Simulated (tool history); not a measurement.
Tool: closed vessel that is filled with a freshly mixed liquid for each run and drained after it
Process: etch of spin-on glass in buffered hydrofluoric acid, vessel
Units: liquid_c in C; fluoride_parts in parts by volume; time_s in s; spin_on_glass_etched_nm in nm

run 1 hour=0 | liquid_c=22 fluoride_parts=7.5 time_s=30 | spin_on_glass_etched_nm=98.248
run 2 hour=0.8 | liquid_c=23.5 fluoride_parts=7.5 time_s=30 | spin_on_glass_etched_nm=107.37
run 3 hour=6.1 | liquid_c=23.5 fluoride_parts=9 time_s=30 | spin_on_glass_etched_nm=86.683
run 4 hour=10.9 | liquid_c=23.5 fluoride_parts=10 time_s=30 | spin_on_glass_etched_nm=81.701
run 5 hour=12.7 | liquid_c=23.5 fluoride_parts=10 time_s=30 | spin_on_glass_etched_nm=82.42
run 6 hour=18.6 | liquid_c=23.5 fluoride_parts=11.5 time_s=30 | spin_on_glass_etched_nm=70.746
run 7 hour=27.4 | liquid_c=25 fluoride_parts=10.5 time_s=30 | spin_on_glass_etched_nm=84.982
run 8 hour=31.8 | liquid_c=26.5 fluoride_parts=10 time_s=30 | spin_on_glass_etched_nm=96.747
run 9 hour=38.8 | liquid_c=27.5 fluoride_parts=9.5 time_s=30 | spin_on_glass_etched_nm=103.22
run 10 hour=40.7 | liquid_c=28 fluoride_parts=9 time_s=30 | spin_on_glass_etched_nm=113.97
run 11 hour=44.9 | liquid_c=28.5 fluoride_parts=8.5 time_s=30 | spin_on_glass_etched_nm=121.35

The next listed run, before its measurement:
run 12 hour=48.7 | liquid_c=29 fluoride_parts=8.5 time_s=30 | spin_on_glass_etched_nm=?

{"run 12": {"spin_on_glass_etched_nm": 124.99}}
